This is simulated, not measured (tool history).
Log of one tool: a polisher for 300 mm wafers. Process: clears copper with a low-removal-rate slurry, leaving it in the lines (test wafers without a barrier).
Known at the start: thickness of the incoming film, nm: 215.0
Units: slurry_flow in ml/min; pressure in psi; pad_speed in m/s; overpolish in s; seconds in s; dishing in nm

| run | hour | slurry_flow | pressure | pad_speed | slurry_solids | overpolish | seconds | dishing |
|---|---|---|---|---|---|---|---|---|
| 1 | 0.0 | 125 | 2.6 | 0.96 | 1.0 | 28 | 101.400 | 37.488 |
| 2 | 1.0 | 125 | 2.4 | 0.96 | 1.0 | 26 | 109.990 | 32.667 |
| 3 | 2.0 | 155 | 2.4 | 0.96 | 1.0 | 26 | 103.170 | 34.665 |
| 4 | 4.2 | 170 | 2.4 | 0.96 | 1.0 | 26 | 105.380 | 34.436 |
| 5 | 9.0 | 170 | 2.3 | 0.96 | 1.0 | 24 | 109.120 | 31.088 |
| 6 | 12.0 | 170 | 2.9 | 0.96 | 1.0 | 24 | 88.219 | 38.405 |
| 7 | 14.2 | 170 | 2.7 | 0.96 | 1.0 | 23 | 91.136 | 35.340 |

Run 8 comes next. What will it give?
| 8 | 20.4 | 170 | 2.5 | 0.96 | 1.0 | 22 | ? | ? |

seconds: 98.002 s
dishing: 31.501 nm
